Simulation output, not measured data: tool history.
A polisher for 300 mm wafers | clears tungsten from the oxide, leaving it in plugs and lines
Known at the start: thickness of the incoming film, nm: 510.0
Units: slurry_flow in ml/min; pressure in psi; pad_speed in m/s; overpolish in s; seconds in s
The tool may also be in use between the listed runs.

| run | day | slurry_flow | pressure | pad_speed | slurry_solids | overpolish | seconds |
|---|---|---|---|---|---|---|---|
| 1 | 0 | 130 | 4.6 | 0.94 | 1 | 26 | 98.412 |
| 2 | 0.312 | 125 | 3.9 | 0.84 | 1 | 26 | 129.14 |
| 3 | 0.583 | 125 | 3.9 | 0.94 | 1 | 26 | 113.15 |
| 4 | 0.833 | 125 | 3.9 | 0.94 | 1 | 28 | 113.02 |
| 5 | 0.917 | 120 | 3.4 | 0.84 | 1 | 28 | 146.54 |
| 6 | 0.996 | 120 | 3.4 | 0.84 | 1 | 26 | 146.94 |
| 7 | 1.017 | 105 | 2.1 | 0.58 | 0.95 | 26 | 324.12 |

Run 8 comes next. What will it give?
| 8 | 1.142 | 120 | 2.2 | 0.58 | 0.95 | 26 | ? |

{"run 8": {"seconds": 301.75}}

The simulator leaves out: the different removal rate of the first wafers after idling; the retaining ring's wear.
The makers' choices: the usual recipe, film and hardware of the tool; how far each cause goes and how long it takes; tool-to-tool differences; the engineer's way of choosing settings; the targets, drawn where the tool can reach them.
